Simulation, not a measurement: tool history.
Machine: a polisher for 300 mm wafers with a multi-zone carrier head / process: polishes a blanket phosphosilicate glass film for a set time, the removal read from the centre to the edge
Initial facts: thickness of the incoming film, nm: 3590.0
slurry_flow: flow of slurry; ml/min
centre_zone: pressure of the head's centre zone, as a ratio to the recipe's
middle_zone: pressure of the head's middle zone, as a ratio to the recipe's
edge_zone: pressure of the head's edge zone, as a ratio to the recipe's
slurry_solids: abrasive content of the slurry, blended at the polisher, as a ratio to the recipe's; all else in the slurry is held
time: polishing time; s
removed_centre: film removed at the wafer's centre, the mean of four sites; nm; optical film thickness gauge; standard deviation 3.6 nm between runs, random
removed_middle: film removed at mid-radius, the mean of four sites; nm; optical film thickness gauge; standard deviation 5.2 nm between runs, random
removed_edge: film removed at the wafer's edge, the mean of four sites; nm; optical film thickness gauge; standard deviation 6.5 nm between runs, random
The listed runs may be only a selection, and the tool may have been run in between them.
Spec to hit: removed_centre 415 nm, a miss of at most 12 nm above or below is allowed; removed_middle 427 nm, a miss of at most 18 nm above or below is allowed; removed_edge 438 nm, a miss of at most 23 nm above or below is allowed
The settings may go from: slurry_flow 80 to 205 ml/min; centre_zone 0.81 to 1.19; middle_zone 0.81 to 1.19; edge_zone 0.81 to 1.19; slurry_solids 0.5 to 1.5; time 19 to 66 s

run	hour	slurry_flow	centre_zone	middle_zone	edge_zone	slurry_solids	time	removed_centre	removed_middle	removed_edge
1	0	135	1	1	1	1	42	265.67	286.64	287.51
2	8.3	140	1.02	1.01	1.04	1.15	43	307.5	320.83	327.91
3	10.5	145	1.03	1.03	1.08	1.25	43	329.27	341.69	349.44
4	13.9	120	1.03	1.03	1.08	1.25	43	309.51	331.61	329.33
5	21.1	90	1.03	1.03	1.08	1.25	43	276.36	297.98	313.81
6	29.9	115	1.02	1.03	1.11	1.3	43	312.33	328.31	338.84
7	33.6	135	1	1.03	1.13	1.35	43	323.07	341.13	354.51
8	39	145	1	1.04	1.15	1.4	44	344.48	370.36	382.27
9	46.7	160	1.01	1.04	1.16	1.4	44	350.36	379.93	393.59
10	48	190	1.11	1.07	1.19	1.5	44	409.04	398.64	410.13

Which of these 4 next moves meets every target?
A	49.3	190	1.15	1.13	1.12	1.5	43	?	?	?
B	49.3	165	1.07	1.03	1.15	1.5	48	?	?	?
C	49.3	180	1.04	0.93	1.19	1.4	49	?	?	?
D	49.3	195	1.15	1.17	1.13	1.5	44	?	?	?

move	removed_centre	removed_middle	removed_edge
A	408.43	403.92	391.16
B	418.21	413.09	435.34
C	412.36	388.88	445.21
D	419.91	425.24	403.11
A: its largest miss is bigger than the last run's
B: meets every target
C: its largest miss is bigger than the last run's
D: brings the last run's worst result on target, with another outside its allowed miss
Correct choice: B, which meets every target
